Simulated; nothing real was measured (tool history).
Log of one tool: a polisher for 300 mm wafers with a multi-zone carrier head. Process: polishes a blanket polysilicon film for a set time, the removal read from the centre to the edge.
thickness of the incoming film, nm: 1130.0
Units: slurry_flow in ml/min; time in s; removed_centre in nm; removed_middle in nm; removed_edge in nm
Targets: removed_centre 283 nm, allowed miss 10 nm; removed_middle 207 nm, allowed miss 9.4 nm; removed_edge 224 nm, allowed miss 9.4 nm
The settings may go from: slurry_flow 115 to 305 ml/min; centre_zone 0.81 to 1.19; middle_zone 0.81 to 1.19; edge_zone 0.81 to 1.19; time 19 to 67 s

run 1 day=0 | slurry_flow=195 centre_zone=1 middle_zone=1 edge_zone=1 time=43 | removed_centre=350.82 removed_middle=343.71 removed_edge=330.57
run 2 day=0.279 | slurry_flow=195 centre_zone=0.92 middle_zone=1 edge_zone=1 time=43 | removed_centre=326.09 removed_middle=337.09 removed_edge=337.2
run 3 day=0.329 | slurry_flow=195 centre_zone=0.95 middle_zone=0.98 edge_zone=1 time=41 | removed_centre=318.26 removed_middle=321.91 removed_edge=315.59
run 4 day=0.604 | slurry_flow=195 centre_zone=0.95 middle_zone=0.98 edge_zone=0.93 time=41 | removed_centre=314.77 removed_middle=322.82 removed_edge=308.47
run 5 day=0.9 | slurry_flow=195 centre_zone=0.95 middle_zone=0.98 edge_zone=0.93 time=51 | removed_centre=400.78 removed_middle=401.47 removed_edge=387.64
run 6 day=1.008 | slurry_flow=195 centre_zone=0.9 middle_zone=0.98 edge_zone=0.93 time=51 | removed_centre=377.42 removed_middle=399.37 removed_edge=377.43
run 7 day=1.083 | slurry_flow=195 centre_zone=0.93 middle_zone=0.96 edge_zone=0.92 time=48 | removed_centre=368.83 removed_middle=360.3 removed_edge=355.9
run 8 day=1.454 | slurry_flow=195 centre_zone=0.95 middle_zone=0.95 edge_zone=0.91 time=46 | removed_centre=359.5 removed_middle=354.24 removed_edge=346.01
run 9 day=1.696 | slurry_flow=195 centre_zone=0.98 middle_zone=0.93 edge_zone=0.91 time=43 | removed_centre=342.71 removed_middle=324.23 removed_edge=320.16
run 10 day=1.729 | slurry_flow=195 centre_zone=1 middle_zone=0.92 edge_zone=0.91 time=41 | removed_centre=342.65 removed_middle=301.65 removed_edge=306.64
run 11 day=1.862 | slurry_flow=195 centre_zone=1.01 middle_zone=0.91 edge_zone=0.9 time=40 | removed_centre=332.19 removed_middle=292.19 removed_edge=302.84
run 12 day=2.15 | slurry_flow=195 centre_zone=1.03 middle_zone=0.9 edge_zone=0.89 time=38 | removed_centre=316.5 removed_middle=277.5 removed_edge=280.24
run 13 day=2.521 | slurry_flow=190 centre_zone=1.04 middle_zone=0.89 edge_zone=0.89 time=37 | removed_centre=319.1 removed_middle=265.2 removed_edge=274.61
run 14 day=2.575 | slurry_flow=185 centre_zone=1.04 middle_zone=0.88 edge_zone=0.88 time=36 | removed_centre=303.37 removed_middle=254.19 removed_edge=264.16
run 15 day=2.625 | slurry_flow=180 centre_zone=1.05 middle_zone=0.87 edge_zone=0.87 time=36 | removed_centre=299.84 removed_middle=248.98 removed_edge=260.21
run 16 day=2.792 | slurry_flow=175 centre_zone=1.06 middle_zone=0.86 edge_zone=0.86 time=36 | removed_centre=309.32 removed_middle=247.7 removed_edge=260.95
run 17 day=3.125 | slurry_flow=170 centre_zone=1.07 middle_zone=0.85 edge_zone=0.85 time=35 | removed_centre=305.8 removed_middle=243.38 removed_edge=253.44
run 18 day=3.362 | slurry_flow=170 centre_zone=1.08 middle_zone=0.85 edge_zone=0.85 time=34 | removed_centre=296.05 removed_middle=235.97 removed_edge=246.99

4 next moves are on the table. One of them brings every result within its allowed miss. Which?
run A day=3.6 | slurry_flow=170 centre_zone=1.19 middle_zone=0.81 edge_zone=0.88 time=32 | removed_centre=? removed_middle=? removed_edge=?
run B day=3.6 | slurry_flow=165 centre_zone=0.95 middle_zone=0.91 edge_zone=0.86 time=36 | removed_centre=? removed_middle=? removed_edge=?
run C day=3.6 | slurry_flow=240 centre_zone=1.14 middle_zone=0.84 edge_zone=0.91 time=29 | removed_centre=? removed_middle=? removed_edge=?
run D day=3.6 | slurry_flow=205 centre_zone=1.06 middle_zone=0.95 edge_zone=0.81 time=34 | removed_centre=? removed_middle=? removed_edge=?

move=A removed_centre=303.64 removed_middle=212.68 removed_edge=229.85
move=B removed_centre=271.11 removed_middle=262.51 removed_edge=254.75
move=C removed_centre=276.97 removed_middle=207.61 removed_edge=218.49
move=D removed_centre=295.75 removed_middle=264.66 removed_edge=239.39
A: brings the result that was furthest off to its target, and leaves another outside
B: further off than the last run
C: meets every target
D: further off than the last run
Move C is the one to make.

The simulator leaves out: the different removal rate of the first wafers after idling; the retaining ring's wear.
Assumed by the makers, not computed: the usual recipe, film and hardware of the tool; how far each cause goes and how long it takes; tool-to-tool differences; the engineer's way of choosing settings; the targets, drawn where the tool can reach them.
